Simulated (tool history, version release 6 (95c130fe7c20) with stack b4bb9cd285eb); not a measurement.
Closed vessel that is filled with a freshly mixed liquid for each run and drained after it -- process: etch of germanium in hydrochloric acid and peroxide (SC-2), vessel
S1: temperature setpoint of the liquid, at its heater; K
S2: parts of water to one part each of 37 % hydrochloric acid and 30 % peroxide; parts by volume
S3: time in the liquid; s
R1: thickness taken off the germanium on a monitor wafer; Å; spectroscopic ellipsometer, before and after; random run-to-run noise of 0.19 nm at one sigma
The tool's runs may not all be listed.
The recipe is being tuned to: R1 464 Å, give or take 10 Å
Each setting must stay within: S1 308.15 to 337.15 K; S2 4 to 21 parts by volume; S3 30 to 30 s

run  hour      S1    S2  S3      R1
  1     0  321.15  11.5  30  608.52
  2   4.4  321.15  11.5  30  614.51
  3   8.8  321.15  11.5  30  610.91
  4  13.9  321.15    10  30  621.06
  5  22.1  321.15    10  30  617.68
  6  23.6  318.65    10  30  571.34
  7  32.8  316.65    10  30  535.71
  8  40.9  315.15    10  30   507.5
  9  43.3  314.15    10  30  496.29
 10  46.6  313.65    10  30  482.03
 11  53.4  313.15    10  30  477.16

5 candidate next runs follow, results not yet known. Just one meets every target within its allowed miss. Identify it.
  A  60.2  312.15    8  30   ?
  B  60.2  310.15    9  30   ?
  C  60.2  310.65  9.5  30   ?
  D  60.2  314.65   12  30   ?
  E  60.2  314.15   12  30   ?

move      R1
   A  468.23
   B     434
   C  439.91
   D  493.26
   E  485.15
A: in spec on every target
B: moves the result that the last run missed by most past its target, out the other side
C: moves the result that the last run missed by most past its target, out the other side
D: further off than the last run
E: further off than the last run
Go with A: it meets all targets.

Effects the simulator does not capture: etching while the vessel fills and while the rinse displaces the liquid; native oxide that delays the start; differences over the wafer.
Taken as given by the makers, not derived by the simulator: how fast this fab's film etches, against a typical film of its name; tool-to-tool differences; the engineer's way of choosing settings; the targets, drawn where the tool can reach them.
